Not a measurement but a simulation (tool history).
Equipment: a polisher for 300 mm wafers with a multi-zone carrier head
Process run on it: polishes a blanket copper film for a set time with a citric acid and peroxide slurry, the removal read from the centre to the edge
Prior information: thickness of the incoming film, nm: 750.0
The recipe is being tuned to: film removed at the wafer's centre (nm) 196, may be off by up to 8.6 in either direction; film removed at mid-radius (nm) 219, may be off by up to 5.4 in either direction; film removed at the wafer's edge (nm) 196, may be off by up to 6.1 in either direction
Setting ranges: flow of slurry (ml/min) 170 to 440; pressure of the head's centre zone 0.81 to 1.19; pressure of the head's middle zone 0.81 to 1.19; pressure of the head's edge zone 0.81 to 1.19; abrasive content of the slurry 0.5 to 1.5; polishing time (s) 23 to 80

run	hour	flow of slurry (ml/min)	pressure of the head's centre zone	pressure of the head's middle zone	pressure of the head's edge zone	abrasive content of the slurry	polishing time (s)	film removed at the wafer's centre (nm)	film removed at mid-radius (nm)	film removed at the wafer's edge (nm)
1	0	280	1	1	1	1	51	159.88	160.72	156.79
2	4.3	285	1.01	1.02	1.02	1.05	51	166.93	165.55	157.69
3	6.5	285	1.01	1.02	1.05	1.05	51	165.54	168.36	161.54
4	7.3	285	1.01	1.03	1.06	1.1	51	164.87	169.02	164.07
5	15.7	285	1.01	1.03	1.13	1.1	51	170.5	172.43	171.34
6	22.5	285	1.01	1.03	1.13	1.25	51	171.61	177.66	173.79
7	25.6	290	1.01	1.04	1.14	1.3	51	174.13	183	176.65
8	30	295	1.01	1.05	1.15	1.3	51	176.66	181.27	180.09

Below are 5 possible settings for the next run. Only one of them brings all results inside the allowed miss of their targets. Which is it?
A	34.4	180	0.97	1.1	0.99	1.25	63	?	?	?
B	34.4	205	1.13	1.19	1.04	1.3	53	?	?	?
C	34.4	230	1.02	1.15	1	1.35	54	?	?	?
D	34.4	345	0.93	0.94	1.19	1.2	48	?	?	?
E	34.4	305	0.99	1.04	1.1	1.1	61	?	?	?

move	film removed at the wafer's centre (nm)	film removed at mid-radius (nm)	film removed at the wafer's edge (nm)
A	199.45	221.85	194.21
B	194.66	204.4	170.79
C	187.61	207.39	174.49
D	156.43	157.37	168.17
E	201.24	209.29	198.77
A: meets every target
B: nearer than the last run, and not there yet
C: nearer than the last run, and not there yet
D: lands further from the targets than the last run did
E: nearer than the last run, and not there yet
Move A is the one to make.
